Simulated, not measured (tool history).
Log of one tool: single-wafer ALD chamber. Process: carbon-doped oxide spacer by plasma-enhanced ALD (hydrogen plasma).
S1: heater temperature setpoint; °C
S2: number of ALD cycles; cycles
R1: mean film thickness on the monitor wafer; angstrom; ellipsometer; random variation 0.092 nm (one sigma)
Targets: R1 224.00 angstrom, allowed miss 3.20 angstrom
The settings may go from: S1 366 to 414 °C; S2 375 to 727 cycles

{"run": 1, "hour": 0.0, "S1": 390, "S2": 551, "R1": 254.62}
{"run": 2, "hour": 3.6, "S1": 390, "S2": 515, "R1": 237.53}
{"run": 3, "hour": 8.7, "S1": 390, "S2": 504, "R1": 233.35}
{"run": 4, "hour": 16.0, "S1": 390, "S2": 445, "R1": 205.41}
{"run": 5, "hour": 20.9, "S1": 396, "S2": 445, "R1": 204.66}
{"run": 6, "hour": 24.9, "S1": 402, "S2": 445, "R1": 203.24}
{"run": 7, "hour": 28.0, "S1": 401, "S2": 461, "R1": 211.38}
{"run": 8, "hour": 37.8, "S1": 401, "S2": 496, "R1": 228.17}

4 next moves are on the table. One of them brings every result within its allowed miss. Which?
{"run": "A", "hour": 47.6, "S1": 408, "S2": 500, "R1": "?"}
{"run": "B", "hour": 47.6, "S1": 399, "S2": 502, "R1": "?"}
{"run": "C", "hour": 47.6, "S1": 400, "S2": 501, "R1": "?"}
{"run": "D", "hour": 47.6, "S1": 406, "S2": 476, "R1": "?"}

move=A R1=223.83
move=B R1=231.72
move=C R1=230.48
move=D R1=214.56
A: meets every target
B: further off than the last run
C: further off than the last run
D: takes the result that was furthest off past its target
Answer: A
